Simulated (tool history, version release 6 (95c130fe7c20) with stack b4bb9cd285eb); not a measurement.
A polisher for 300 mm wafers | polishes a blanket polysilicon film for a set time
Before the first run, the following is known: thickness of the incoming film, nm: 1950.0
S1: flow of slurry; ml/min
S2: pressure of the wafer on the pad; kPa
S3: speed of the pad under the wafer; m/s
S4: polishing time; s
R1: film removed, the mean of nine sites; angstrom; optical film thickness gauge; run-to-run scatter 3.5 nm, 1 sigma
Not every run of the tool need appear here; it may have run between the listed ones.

{"run": 1, "hour": 0.0, "S1": 275, "S2": 19.3, "S3": 1.24, "S4": 49, "R1": 4099.8}
{"run": 2, "hour": 9.0, "S1": 345, "S2": 19.3, "S3": 1.24, "S4": 49, "R1": 4217.6}
{"run": 3, "hour": 14.2, "S1": 345, "S2": 15.9, "S3": 1.22, "S4": 49, "R1": 3448.4}
{"run": 4, "hour": 17.9, "S1": 345, "S2": 15.9, "S3": 1.52, "S4": 49, "R1": 4075.6}
{"run": 5, "hour": 26.4, "S1": 345, "S2": 15.9, "S3": 1.2, "S4": 49, "R1": 3371.3}
{"run": 6, "hour": 32.2, "S1": 285, "S2": 15.9, "S3": 1.2, "S4": 49, "R1": 3418.7}
{"run": 7, "hour": 38.6, "S1": 285, "S2": 13.8, "S3": 1.18, "S4": 49, "R1": 2909.2}

Run 8 is up next; what results do you expect?
{"run": 8, "hour": 40.9, "S1": 285, "S2": 13.1, "S3": 1.18, "S4": 49, "R1": "?"}

Logged for run 8: R1 2740 angstrom.
